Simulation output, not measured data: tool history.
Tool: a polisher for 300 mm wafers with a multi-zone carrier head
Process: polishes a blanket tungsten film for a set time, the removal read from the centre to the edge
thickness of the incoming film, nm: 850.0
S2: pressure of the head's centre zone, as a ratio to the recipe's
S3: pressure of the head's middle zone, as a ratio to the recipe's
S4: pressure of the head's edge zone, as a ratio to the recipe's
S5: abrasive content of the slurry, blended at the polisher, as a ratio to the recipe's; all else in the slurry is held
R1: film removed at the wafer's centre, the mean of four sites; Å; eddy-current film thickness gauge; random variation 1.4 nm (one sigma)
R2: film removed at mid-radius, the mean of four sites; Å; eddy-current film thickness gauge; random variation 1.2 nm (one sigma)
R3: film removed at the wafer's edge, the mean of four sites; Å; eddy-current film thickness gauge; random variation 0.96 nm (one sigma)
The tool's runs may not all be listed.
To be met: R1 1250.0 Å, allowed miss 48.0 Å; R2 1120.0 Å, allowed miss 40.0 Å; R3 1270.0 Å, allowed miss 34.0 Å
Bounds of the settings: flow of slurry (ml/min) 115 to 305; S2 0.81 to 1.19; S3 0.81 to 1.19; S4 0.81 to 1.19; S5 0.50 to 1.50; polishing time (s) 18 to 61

{"run": 1, "hour": 0.0, "flow of slurry (ml/min)": 195, "S2": 1.0, "S3": 1.0, "S4": 1.0, "S5": 1.0, "polishing time (s)": 39, "R1": 2183.0, "R2": 2122.7, "R3": 2242.0}
{"run": 2, "hour": 3.0, "flow of slurry (ml/min)": 185, "S2": 0.99, "S3": 0.96, "S4": 0.96, "S5": 0.85, "polishing time (s)": 35, "R1": 1807.5, "R2": 1790.1, "R3": 1845.5}
{"run": 3, "hour": 4.1, "flow of slurry (ml/min)": 175, "S2": 1.0, "S3": 0.91, "S4": 0.97, "S5": 0.75, "polishing time (s)": 32, "R1": 1589.0, "R2": 1462.3, "R3": 1634.0}
{"run": 4, "hour": 8.3, "flow of slurry (ml/min)": 165, "S2": 0.99, "S3": 0.88, "S4": 0.94, "S5": 0.65, "polishing time (s)": 31, "R1": 1391.9, "R2": 1279.3, "R3": 1443.3}
{"run": 5, "hour": 11.3, "flow of slurry (ml/min)": 165, "S2": 0.99, "S3": 0.88, "S4": 0.98, "S5": 0.65, "polishing time (s)": 31, "R1": 1389.0, "R2": 1271.5, "R3": 1470.8}
{"run": 6, "hour": 14.9, "flow of slurry (ml/min)": 165, "S2": 0.99, "S3": 0.92, "S4": 0.98, "S5": 0.65, "polishing time (s)": 31, "R1": 1425.6, "R2": 1318.7, "R3": 1463.9}
{"run": 7, "hour": 16.0, "flow of slurry (ml/min)": 155, "S2": 0.99, "S3": 0.9, "S4": 0.96, "S5": 0.6, "polishing time (s)": 31, "R1": 1374.9, "R2": 1236.8, "R3": 1402.9}
{"run": 8, "hour": 16.8, "flow of slurry (ml/min)": 145, "S2": 0.98, "S3": 0.89, "S4": 0.94, "S5": 0.6, "polishing time (s)": 31, "R1": 1321.2, "R2": 1238.9, "R3": 1376.9}
{"run": 9, "hour": 20.3, "flow of slurry (ml/min)": 140, "S2": 0.99, "S3": 0.87, "S4": 0.92, "S5": 0.6, "polishing time (s)": 31, "R1": 1335.5, "R2": 1198.9, "R3": 1367.1}
{"run": 10, "hour": 25.3, "flow of slurry (ml/min)": 135, "S2": 0.99, "S3": 0.86, "S4": 0.9, "S5": 0.6, "polishing time (s)": 31, "R1": 1309.8, "R2": 1131.0, "R3": 1342.7}
{"run": 11, "hour": 29.3, "flow of slurry (ml/min)": 130, "S2": 0.98, "S3": 0.87, "S4": 0.88, "S5": 0.6, "polishing time (s)": 31, "R1": 1281.4, "R2": 1166.9, "R3": 1322.2}
{"run": 12, "hour": 35.3, "flow of slurry (ml/min)": 125, "S2": 0.98, "S3": 0.87, "S4": 0.87, "S5": 0.6, "polishing time (s)": 31, "R1": 1265.7, "R2": 1171.3, "R3": 1322.0}

5 next moves are on the table. One of them brings every result within its allowed miss. Which?
{"run": "A", "hour": 41.3, "flow of slurry (ml/min)": 115, "S2": 0.91, "S3": 0.81, "S4": 0.87, "S5": 0.8, "polishing time (s)": 29, "R1": "?", "R2": "?", "R3": "?"}
{"run": "B", "hour": 41.3, "flow of slurry (ml/min)": 115, "S2": 1.01, "S3": 0.94, "S4": 0.84, "S5": 0.75, "polishing time (s)": 28, "R1": "?", "R2": "?", "R3": "?"}
{"run": "C", "hour": 41.3, "flow of slurry (ml/min)": 145, "S2": 1.03, "S3": 0.94, "S4": 0.84, "S5": 0.65, "polishing time (s)": 29, "R1": "?", "R2": "?", "R3": "?"}
{"run": "D", "hour": 41.3, "flow of slurry (ml/min)": 135, "S2": 1.01, "S3": 0.89, "S4": 0.92, "S5": 0.55, "polishing time (s)": 30, "R1": "?", "R2": "?", "R3": "?"}
{"run": "E", "hour": 41.3, "flow of slurry (ml/min)": 115, "S2": 0.91, "S3": 0.85, "S4": 0.88, "S5": 0.6, "polishing time (s)": 32, "R1": "?", "R2": "?", "R3": "?"}

move=A R1=1211.3 R2=1121.1 R3=1359.9
move=B R1=1253.3 R2=1193.4 R3=1263.5
move=C R1=1326.7 R2=1232.0 R3=1283.3
move=D R1=1227.0 R2=1110.8 R3=1255.9
move=E R1=1187.8 R2=1143.2 R3=1337.7
A: further off than the last run
B: brings the result that was furthest off to its target, and leaves another outside
C: brings the result that was furthest off to its target, and leaves another outside
D: meets every target
E: further off than the last run
Move D is the one to make.

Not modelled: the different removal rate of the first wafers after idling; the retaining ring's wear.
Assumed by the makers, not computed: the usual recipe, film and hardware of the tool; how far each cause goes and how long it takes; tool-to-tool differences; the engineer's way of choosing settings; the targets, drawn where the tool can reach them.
